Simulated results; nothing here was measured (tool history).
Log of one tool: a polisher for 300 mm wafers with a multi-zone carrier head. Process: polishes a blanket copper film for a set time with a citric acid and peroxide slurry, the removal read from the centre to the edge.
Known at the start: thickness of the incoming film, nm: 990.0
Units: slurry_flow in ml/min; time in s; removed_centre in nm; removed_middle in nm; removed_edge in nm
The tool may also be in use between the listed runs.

run,day,slurry_flow,centre_zone,middle_zone,edge_zone,slurry_solids,time,removed_centre,removed_middle,removed_edge
1,0,195,1,1,1,1,74,197.36,178.54,181.24
2,0.283,190,0.98,1,1.01,1,74,192.41,178.12,177.68
3,0.479,180,0.96,0.99,1.03,1,74,188.12,174.04,181.12
4,0.717,180,0.96,0.99,1.11,1,74,188.63,175.53,186.75
5,0.879,180,0.89,0.99,1.11,1,74,175.32,175.53,186.8
6,1.017,175,0.88,0.99,1.11,1,74,175.68,174.27,184.46
7,1.125,155,0.81,1.02,1.19,0.85,73,151.72,170.06,186.08

Forecast run 8:
# day 1.417: centre zone pressure recalibrated
8,1.417,155,0.81,1.02,1.18,0.85,73,?,?,?

{"run 8": {"removed_centre": 136.86, "removed_middle": 168.16, "removed_edge": 180.25}}
